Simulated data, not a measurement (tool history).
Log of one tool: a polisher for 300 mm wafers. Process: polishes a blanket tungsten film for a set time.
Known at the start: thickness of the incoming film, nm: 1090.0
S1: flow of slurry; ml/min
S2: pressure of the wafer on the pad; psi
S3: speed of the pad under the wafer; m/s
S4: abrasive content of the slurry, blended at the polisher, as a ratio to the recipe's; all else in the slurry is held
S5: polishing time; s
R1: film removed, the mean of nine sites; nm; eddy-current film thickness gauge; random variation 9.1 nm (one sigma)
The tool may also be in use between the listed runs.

run	hour	S1	S2	S3	S4	S5	R1
1	0	305	4.2	1.14	1	89	485.06
2	3.7	305	4.2	1.14	0.85	89	449.87
3	6	305	4.9	1.16	0.85	89	534.22
4	12.9	305	5.3	1.16	0.85	89	585.76
5	13.5	360	5.3	1.16	0.85	89	591.42
6	19.8	360	5.7	1.18	0.85	89	646.92
7	26.8	360	5.9	1.2	0.85	89	671.43
8	34.1	360	5.9	1.2	0.85	89	677.8

Forecast run 9:
9	41.2	360	6.6	1.24	0.85	89	?

{"run 9": {"R1": 772.35}}

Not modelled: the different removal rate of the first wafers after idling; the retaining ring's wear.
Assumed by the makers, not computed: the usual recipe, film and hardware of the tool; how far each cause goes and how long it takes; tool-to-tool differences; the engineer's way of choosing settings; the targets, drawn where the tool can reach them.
